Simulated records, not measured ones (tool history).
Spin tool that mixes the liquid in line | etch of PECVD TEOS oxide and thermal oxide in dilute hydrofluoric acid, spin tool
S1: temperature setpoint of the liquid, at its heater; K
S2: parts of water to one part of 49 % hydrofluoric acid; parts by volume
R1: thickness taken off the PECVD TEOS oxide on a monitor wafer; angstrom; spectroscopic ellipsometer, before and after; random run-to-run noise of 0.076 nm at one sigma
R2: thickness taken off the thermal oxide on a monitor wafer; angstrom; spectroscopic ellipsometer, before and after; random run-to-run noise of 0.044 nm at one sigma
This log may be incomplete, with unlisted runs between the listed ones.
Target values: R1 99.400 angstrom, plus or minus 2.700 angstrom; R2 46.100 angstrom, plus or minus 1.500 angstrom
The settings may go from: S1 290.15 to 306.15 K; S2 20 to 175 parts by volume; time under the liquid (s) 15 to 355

{"run": 1, "hour": 0.0, "S1": 298.15, "S2": 95, "time under the liquid (s)": 180, "R1": 207.66, "R2": 95.915}
{"run": 2, "hour": 4.6, "S1": 296.65, "S2": 105, "time under the liquid (s)": 180, "R1": 173.42, "R2": 82.12}
{"run": 3, "hour": 8.2, "S1": 296.65, "S2": 105, "time under the liquid (s)": 240, "R1": 232.66, "R2": 108.55}
{"run": 4, "hour": 11.3, "S1": 295.65, "S2": 115, "time under the liquid (s)": 240, "R1": 203.18, "R2": 93.594}
{"run": 5, "hour": 16.2, "S1": 295.65, "S2": 130, "time under the liquid (s)": 240, "R1": 178.13, "R2": 82.012}
{"run": 6, "hour": 22.2, "S1": 297.65, "S2": 130, "time under the liquid (s)": 240, "R1": 191.14, "R2": 88.514}
{"run": 7, "hour": 29.6, "S1": 296.15, "S2": 135, "time under the liquid (s)": 240, "R1": 171.89, "R2": 79.781}
{"run": 8, "hour": 34.0, "S1": 294.65, "S2": 140, "time under the liquid (s)": 240, "R1": 155.61, "R2": 73.649}
{"run": 9, "hour": 40.9, "S1": 294.15, "S2": 150, "time under the liquid (s)": 235, "R1": 138.8, "R2": 63.301}

Which single option among these 4 for the next run brings every result within its allowed miss of target? Just one does.
{"run": "A", "hour": 47.8, "S1": 292.65, "S2": 155, "time under the liquid (s)": 200, "R1": "?", "R2": "?"}
{"run": "B", "hour": 47.8, "S1": 294.65, "S2": 175, "time under the liquid (s)": 215, "R1": "?", "R2": "?"}
{"run": "C", "hour": 47.8, "S1": 294.15, "S2": 135, "time under the liquid (s)": 150, "R1": "?", "R2": "?"}
{"run": "D", "hour": 47.8, "S1": 297.15, "S2": 125, "time under the liquid (s)": 130, "R1": "?", "R2": "?"}

move=A R1=106.550 R2=48.799
move=B R1=107.490 R2=49.228
move=C R1=99.476 R2=45.559
move=D R1=105.970 R2=48.532
A: moves toward the targets from the last run without getting all of them in spec
B: moves toward the targets from the last run without getting all of them in spec
C: all results land within tolerance of their targets
D: moves toward the targets from the last run without getting all of them in spec
C meets every target.

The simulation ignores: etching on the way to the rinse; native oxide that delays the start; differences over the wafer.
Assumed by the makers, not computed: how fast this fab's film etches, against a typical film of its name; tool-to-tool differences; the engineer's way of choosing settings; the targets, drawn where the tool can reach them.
